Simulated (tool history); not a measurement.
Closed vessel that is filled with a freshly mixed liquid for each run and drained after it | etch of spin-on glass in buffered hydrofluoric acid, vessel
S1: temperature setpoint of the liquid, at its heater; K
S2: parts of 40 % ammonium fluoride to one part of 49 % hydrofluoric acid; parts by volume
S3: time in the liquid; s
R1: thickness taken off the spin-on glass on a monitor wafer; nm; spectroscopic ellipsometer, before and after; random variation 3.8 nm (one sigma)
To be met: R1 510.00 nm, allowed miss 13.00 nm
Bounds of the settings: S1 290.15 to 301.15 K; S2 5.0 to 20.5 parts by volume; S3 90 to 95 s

run  hour      S1    S2  S3      R1
  1   0.0  293.15  12.5  90  309.14
  2   0.7  295.15  12.5  90  349.55
  3   8.8  295.15  12.5  95  369.35
  4  10.1  295.15  14.0  95  328.54
  5  15.2  296.65  14.0  95  357.85
  6  20.0  296.65  17.5  95  287.79
  7  21.7  297.65  16.0  95  330.34
  8  26.9  298.65  15.0  95  373.29
  9  32.1  299.15  14.5  95  395.89
 10  38.0  299.65  14.0  95  417.99
 11  46.7  300.15  13.5  95  442.11
 12  48.4  300.15  13.0  95  461.90
 13  50.1  300.65  12.5  95  498.45
 14  54.7  300.65  12.5  95  495.46

Which of these 4 next moves meets every target?
  A  59.3  301.15  13.5  95   ?
  B  59.3  300.65  11.5  90   ?
  C  59.3  300.15  12.5  90   ?
  D  59.3  298.15  11.5  95   ?

move      R1
   A  471.99
   B  509.26
   C  457.06
   D  469.95
A: further off than the last run
B: meets every target
C: further off than the last run
D: further off than the last run
Answer: B
